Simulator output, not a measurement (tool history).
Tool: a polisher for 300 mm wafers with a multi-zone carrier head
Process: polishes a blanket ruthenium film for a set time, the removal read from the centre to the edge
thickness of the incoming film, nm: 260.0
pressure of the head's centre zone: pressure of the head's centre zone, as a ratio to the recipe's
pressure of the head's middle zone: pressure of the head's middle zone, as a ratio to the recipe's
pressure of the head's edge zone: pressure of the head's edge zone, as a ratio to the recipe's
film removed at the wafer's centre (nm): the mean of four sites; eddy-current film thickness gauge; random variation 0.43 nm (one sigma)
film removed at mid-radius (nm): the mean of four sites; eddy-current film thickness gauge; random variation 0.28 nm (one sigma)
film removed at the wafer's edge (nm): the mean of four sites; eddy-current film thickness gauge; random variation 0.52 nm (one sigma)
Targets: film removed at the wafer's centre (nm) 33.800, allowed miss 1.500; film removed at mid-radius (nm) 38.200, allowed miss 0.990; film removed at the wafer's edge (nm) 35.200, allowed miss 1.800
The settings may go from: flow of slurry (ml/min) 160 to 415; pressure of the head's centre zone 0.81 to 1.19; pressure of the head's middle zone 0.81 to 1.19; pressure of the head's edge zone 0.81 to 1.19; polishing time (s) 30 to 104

run,hour,flow of slurry (ml/min),pressure of the head's centre zone,pressure of the head's middle zone,pressure of the head's edge zone,polishing time (s),film removed at the wafer's centre (nm),film removed at mid-radius (nm),film removed at the wafer's edge (nm)
1,0.0,265,1.00,1.00,1.00,67,47.358,47.209,47.900
2,3.9,265,1.08,1.00,1.00,67,51.009,46.676,49.196
3,9.5,265,1.15,1.00,1.00,67,53.382,46.920,49.699
4,11.9,265,1.15,1.00,1.00,56,44.165,38.885,40.629
5,17.3,265,1.08,1.00,1.00,56,43.327,39.390,41.715
6,18.5,290,1.08,1.00,1.00,56,42.751,39.664,40.962
7,20.9,300,1.02,1.01,0.98,54,39.155,38.778,39.837
8,28.4,300,1.00,1.03,0.94,53,38.545,38.286,37.729
9,29.8,300,0.96,1.04,0.93,53,36.888,38.917,38.401
10,33.4,275,0.93,1.08,0.83,49,32.333,37.079,34.041
11,38.6,280,0.93,1.08,0.84,49,33.119,37.108,33.233
12,46.3,280,0.93,1.08,0.86,49,33.654,37.270,34.118

Which of these 5 next moves meets every target?
A,54.0,310,1.04,1.19,0.81,46,?,?,?
B,54.0,310,0.85,1.02,0.89,50,?,?,?
C,54.0,255,0.94,1.11,0.90,50,?,?,?
D,54.0,265,0.93,0.98,0.93,51,?,?,?
E,54.0,275,1.02,1.08,0.85,47,?,?,?

move,film removed at the wafer's centre (nm),film removed at mid-radius (nm),film removed at the wafer's edge (nm)
A,34.505,38.023,31.607
B,31.724,36.244,35.663
C,33.818,38.279,35.311
D,34.295,35.248,36.639
E,34.271,35.379,32.664
A: brings the result that was furthest off to its target, and leaves another outside
B: further off than the last run
C: meets every target
D: further off than the last run
E: further off than the last run
Answer: C
